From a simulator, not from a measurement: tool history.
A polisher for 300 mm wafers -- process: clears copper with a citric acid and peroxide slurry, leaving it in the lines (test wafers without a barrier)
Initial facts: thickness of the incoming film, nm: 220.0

run  hour  flow of slurry (ml/min)  pressure of the wafer on the pad (psi)  speed of the pad under the wafer (m/s)  abrasive content of the slurry  overpolish time after the end point (s)  time until the end point was called (s)  dishing of a wide line in a test structure (angstrom)
  1   0.0                      190                                     2.1                                    0.92                             1.0                                       20                                   149.77                                                 243.77
  2   6.7                      190                                     2.1                                    0.92                             1.0                                       15                                   149.14                                                 192.22
  3   8.4                      160                                     2.1                                    0.92                             1.0                                       15                                   152.11                                                 192.38
  4  11.9                      155                                     1.9                                    0.86                             1.0                                       17                                   179.59                                                 181.36
  5  13.3                      155                                     1.9                                    0.72                             1.0                                       17                                   212.40                                                 154.68
  6  17.1                      150                                     1.7                                    0.70                             1.0                                       18                                   240.11                                                 144.16
  7  24.3                      150                                     1.6                                    0.70                             1.0                                       19                                   255.20                                                 146.14
  8  30.0                      150                                     1.5                                    0.70                             1.0                                       20                                   265.55                                                 141.40
  9  34.9                      135                                     1.0                                    0.62                             1.0                                       28                                   421.24                                                 125.78
 10  41.4                      150                                     1.0                                    0.62                             1.0                                       28                                   418.36                                                 128.97
 11  42.7                      200                                     1.3                                    0.62                             1.0                                       25                                   326.70                                                 147.03
 12  45.6                      190                                     1.3                                    0.62                             1.0                                       25                                   326.52                                                 146.17
 13  48.1                      180                                     1.3                                    0.62                             1.0                                       25                                   331.61                                                 146.23

Run 14 comes next. What will it give?
 14  52.0                      180                                     1.3                                    0.62                             1.0                                       25                                        ?                                                      ?

{"run 14": {"time until the end point was called (s)": 331.39, "dishing of a wide line in a test structure (angstrom)": 145.53}}
